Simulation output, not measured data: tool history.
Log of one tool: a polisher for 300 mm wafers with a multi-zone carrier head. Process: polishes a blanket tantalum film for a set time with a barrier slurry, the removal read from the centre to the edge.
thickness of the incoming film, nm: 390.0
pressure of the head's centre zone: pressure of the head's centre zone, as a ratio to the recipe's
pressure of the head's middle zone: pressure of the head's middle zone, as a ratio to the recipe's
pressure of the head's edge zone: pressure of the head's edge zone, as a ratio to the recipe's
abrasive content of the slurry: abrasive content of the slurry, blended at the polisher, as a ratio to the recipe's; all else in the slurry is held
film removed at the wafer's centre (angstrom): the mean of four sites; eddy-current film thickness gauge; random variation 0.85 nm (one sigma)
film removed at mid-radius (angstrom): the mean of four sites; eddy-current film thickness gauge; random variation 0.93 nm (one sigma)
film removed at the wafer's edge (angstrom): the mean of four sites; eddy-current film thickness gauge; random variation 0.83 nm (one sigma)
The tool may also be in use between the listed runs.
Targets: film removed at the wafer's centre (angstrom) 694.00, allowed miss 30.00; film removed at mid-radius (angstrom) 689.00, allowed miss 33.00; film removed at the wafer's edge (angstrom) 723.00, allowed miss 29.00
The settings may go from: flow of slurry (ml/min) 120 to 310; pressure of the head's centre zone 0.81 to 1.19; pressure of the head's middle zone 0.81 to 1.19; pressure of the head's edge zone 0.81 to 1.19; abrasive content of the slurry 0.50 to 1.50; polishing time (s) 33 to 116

| run | hour | flow of slurry (ml/min) | pressure of the head's centre zone | pressure of the head's middle zone | pressure of the head's edge zone | abrasive content of the slurry | polishing time (s) | film removed at the wafer's centre (angstrom) | film removed at mid-radius (angstrom) | film removed at the wafer's edge (angstrom) |
|---|---|---|---|---|---|---|---|---|---|---|
| 1 | 0.0 | 200 | 1.00 | 1.00 | 1.00 | 1.00 | 74 | 978.15 | 983.16 | 951.18 |
| 2 | 3.6 | 200 | 1.00 | 1.00 | 1.00 | 1.15 | 74 | 990.32 | 1020.40 | 985.80 |
| 3 | 8.5 | 200 | 1.00 | 1.00 | 1.00 | 0.95 | 74 | 986.52 | 983.92 | 943.36 |
| 4 | 9.9 | 195 | 0.97 | 0.97 | 0.99 | 0.85 | 72 | 873.41 | 904.69 | 903.75 |
| 5 | 14.1 | 195 | 0.97 | 0.96 | 0.98 | 0.80 | 70 | 848.50 | 855.23 | 868.59 |
| 6 | 20.7 | 230 | 0.97 | 0.96 | 0.98 | 0.80 | 70 | 866.48 | 886.31 | 889.78 |
| 7 | 23.1 | 220 | 0.97 | 0.95 | 0.96 | 0.75 | 69 | 839.32 | 840.42 | 842.86 |
| 8 | 26.3 | 215 | 0.96 | 0.93 | 0.94 | 0.70 | 69 | 819.08 | 799.74 | 816.10 |
| 9 | 27.3 | 210 | 0.94 | 0.92 | 0.92 | 0.65 | 69 | 791.05 | 788.45 | 797.92 |
| 10 | 32.6 | 205 | 0.93 | 0.91 | 0.91 | 0.60 | 69 | 771.68 | 780.68 | 779.85 |
| 11 | 35.7 | 200 | 0.92 | 0.89 | 0.90 | 0.60 | 69 | 754.30 | 745.86 | 786.30 |
| 12 | 40.6 | 195 | 0.91 | 0.89 | 0.89 | 0.60 | 69 | 735.64 | 763.62 | 771.71 |

5 next moves are on the table. One of them brings every result within its allowed miss. Which?
| A | 45.5 | 230 | 0.89 | 0.85 | 0.86 | 0.75 | 62 | ? | ? | ? |
| B | 45.5 | 230 | 0.90 | 0.90 | 0.86 | 0.55 | 69 | ? | ? | ? |
| C | 45.5 | 155 | 0.81 | 1.14 | 0.81 | 0.60 | 73 | ? | ? | ? |
| D | 45.5 | 185 | 0.96 | 0.99 | 0.86 | 0.75 | 70 | ? | ? | ? |
| E | 45.5 | 205 | 0.94 | 0.92 | 0.89 | 0.65 | 70 | ? | ? | ? |

| move | film removed at the wafer's centre (angstrom) | film removed at mid-radius (angstrom) | film removed at the wafer's edge (angstrom) |
|---|---|---|---|
| A | 711.08 | 690.36 | 714.45 |
| B | 756.41 | 760.93 | 750.72 |
| C | 684.71 | 941.20 | 749.53 |
| D | 838.59 | 858.22 | 787.29 |
| E | 812.71 | 797.99 | 788.20 |
A: meets every target
B: as far off as the last run
C: further off than the last run
D: further off than the last run
E: further off than the last run
Answer: A

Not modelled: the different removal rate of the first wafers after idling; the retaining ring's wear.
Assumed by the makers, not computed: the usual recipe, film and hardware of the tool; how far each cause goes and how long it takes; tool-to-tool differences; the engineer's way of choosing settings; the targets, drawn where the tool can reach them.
